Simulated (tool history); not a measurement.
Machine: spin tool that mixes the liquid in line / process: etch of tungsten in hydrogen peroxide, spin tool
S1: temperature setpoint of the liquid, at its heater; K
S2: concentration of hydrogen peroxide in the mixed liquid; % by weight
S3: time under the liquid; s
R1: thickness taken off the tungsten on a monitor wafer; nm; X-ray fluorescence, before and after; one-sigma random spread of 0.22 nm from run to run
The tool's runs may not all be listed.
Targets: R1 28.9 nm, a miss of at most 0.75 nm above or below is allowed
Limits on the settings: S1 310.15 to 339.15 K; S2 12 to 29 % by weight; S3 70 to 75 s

run	hour	S1	S2	S3	R1
1	0	326.15	19.5	70	65.887
2	0.7	326.15	19.5	70	65.441
3	6.5	322.65	19.5	70	53.55
4	11.4	317.65	19.5	70	38.954
5	18.8	317.65	19.5	70	38.721
6	25.7	323.65	19.5	70	56.782
7	30.8	321.15	19.5	70	49.082
8	32.4	319.15	19.5	70	42.99
# hour 33.6: thermometer replaced
9	33.6	317.65	19.5	70	43.035

4 next moves are on the table. One of them brings every result within its allowed miss. Which?
A	34.8	311.65	21	70	?
B	34.8	311.65	16.5	70	?
C	34.8	312.65	18.5	70	?
D	34.8	312.15	18	70	?

move	R1
A	30.617
B	27.139
C	30.682
D	29.291
A: nearer than the last run, and not there yet
B: takes the biggest miss from the last run beyond its target
C: nearer than the last run, and not there yet
D: every result within its allowed miss
Move D is the one to make.

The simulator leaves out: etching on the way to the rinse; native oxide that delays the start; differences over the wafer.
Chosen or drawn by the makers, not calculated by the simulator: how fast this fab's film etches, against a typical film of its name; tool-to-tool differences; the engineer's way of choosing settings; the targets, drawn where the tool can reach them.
